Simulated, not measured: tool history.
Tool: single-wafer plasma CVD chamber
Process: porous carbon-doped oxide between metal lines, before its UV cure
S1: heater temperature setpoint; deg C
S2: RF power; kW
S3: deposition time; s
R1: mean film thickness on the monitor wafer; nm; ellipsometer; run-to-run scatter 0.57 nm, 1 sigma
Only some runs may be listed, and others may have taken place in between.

{"run": 1, "hour": 0.0, "S1": 310, "S2": 0.41, "S3": 33.6, "R1": 146.48}
{"run": 2, "hour": 6.7, "S1": 310, "S2": 0.41, "S3": 31.9, "R1": 137.78}
{"run": 3, "hour": 9.6, "S1": 312, "S2": 0.405, "S3": 31.9, "R1": 136.31}
{"run": 4, "hour": 13.3, "S1": 320, "S2": 0.405, "S3": 31.9, "R1": 132.49}
{"run": 5, "hour": 21.4, "S1": 321, "S2": 0.4, "S3": 31.9, "R1": 128.49}
{"run": 6, "hour": 27.2, "S1": 321, "S2": 0.4, "S3": 31.9, "R1": 129.85}
{"run": 7, "hour": 31.9, "S1": 322, "S2": 0.4, "S3": 31.9, "R1": 130.02}

Predict the results of run 8:
{"run": 8, "hour": 34.3, "S1": 323, "S2": 0.4, "S3": 31.9, "R1": "?"}

{"run 8": {"R1": 128.33}}

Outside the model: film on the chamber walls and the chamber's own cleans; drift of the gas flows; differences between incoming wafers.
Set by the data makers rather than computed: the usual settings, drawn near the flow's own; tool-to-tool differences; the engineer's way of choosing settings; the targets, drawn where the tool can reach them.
